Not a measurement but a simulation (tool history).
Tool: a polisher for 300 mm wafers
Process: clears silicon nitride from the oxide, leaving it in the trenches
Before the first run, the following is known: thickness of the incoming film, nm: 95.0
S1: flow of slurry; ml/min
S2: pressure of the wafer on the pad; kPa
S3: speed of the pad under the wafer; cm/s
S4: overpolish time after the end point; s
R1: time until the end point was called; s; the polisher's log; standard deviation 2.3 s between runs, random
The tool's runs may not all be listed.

| run | hour | S1 | S2 | S3 | S4 | R1 |
|---|---|---|---|---|---|---|
| 1 | 0 | 260 | 13.8 | 92 | 32 | 213.72 |
| 2 | 8.3 | 260 | 13.1 | 92 | 32 | 224.87 |
| 3 | 12.6 | 260 | 13.1 | 92 | 35 | 221.96 |
| 4 | 16.5 | 260 | 12.4 | 92 | 35 | 233.08 |
| 5 | 19.5 | 200 | 12.4 | 92 | 35 | 247.59 |
| 6 | 26.6 | 200 | 12.4 | 92 | 32 | 246.83 |
| 7 | 28.5 | 195 | 12.4 | 92 | 32 | 246.35 |
| 8 | 36.4 | 190 | 12.4 | 92 | 32 | 245.71 |

For run 9, what comes out?
| 9 | 45.4 | 190 | 12.4 | 92 | 32 | ? |

Run 9 measured R1 249.87 s.
